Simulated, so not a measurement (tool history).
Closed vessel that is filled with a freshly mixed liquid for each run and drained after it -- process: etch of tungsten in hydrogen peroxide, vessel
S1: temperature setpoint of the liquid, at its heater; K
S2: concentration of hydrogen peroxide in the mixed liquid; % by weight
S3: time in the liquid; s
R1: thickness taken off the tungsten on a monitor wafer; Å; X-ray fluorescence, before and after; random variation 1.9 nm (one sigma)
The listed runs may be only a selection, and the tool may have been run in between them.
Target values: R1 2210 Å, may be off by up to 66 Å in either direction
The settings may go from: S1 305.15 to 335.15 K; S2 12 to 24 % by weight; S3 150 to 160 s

Run 1, day 0: S1 319.15 K, S2 16 % by weight, S3 150 s. Result: R1 992.89 Å.
Run 2, day 0.046: S1 320.65 K, S2 16 % by weight, S3 150 s. Result: R1 1096.4 Å.
Run 3, day 0.267: S1 320.65 K, S2 19 % by weight, S3 150 s. Result: R1 1189.9 Å.
Run 4, day 0.55: S1 320.65 K, S2 19 % by weight, S3 160 s. Result: R1 1250.2 Å.
Run 5, day 0.775: S1 320.65 K, S2 22.5 % by weight, S3 160 s. Result: R1 1376.8 Å.
Run 6, day 1.075: S1 320.65 K, S2 22.5 % by weight, S3 160 s. Result: R1 1397.3 Å.
Run 7, day 1.325: S1 321.65 K, S2 22.5 % by weight, S3 160 s. Result: R1 1479.5 Å.
Run 8, day 1.371: S1 329.15 K, S2 22.5 % by weight, S3 160 s. Result: R1 2330.2 Å.

Below are 4 possible settings for the next run. Only one of them brings all results inside the allowed miss of their targets. Which is it?
Run A, day 1.417: S1 329.65 K, S2 24 % by weight, S3 160 s. Result: R1 ?.
Run B, day 1.417: S1 328.15 K, S2 23 % by weight, S3 160 s. Result: R1 ?.
Run C, day 1.417: S1 330.65 K, S2 24 % by weight, S3 155 s. Result: R1 ?.
Run D, day 1.417: S1 331.65 K, S2 21.5 % by weight, S3 155 s. Result: R1 ?.

move      R1
   A  2463.2
   B  2207.1
   C  2530.1
   D  2538.2
A: misses by more than the last run did
B: each result inside its tolerance
C: misses by more than the last run did
D: misses by more than the last run did
So the answer is move B, the one that meets all the targets.

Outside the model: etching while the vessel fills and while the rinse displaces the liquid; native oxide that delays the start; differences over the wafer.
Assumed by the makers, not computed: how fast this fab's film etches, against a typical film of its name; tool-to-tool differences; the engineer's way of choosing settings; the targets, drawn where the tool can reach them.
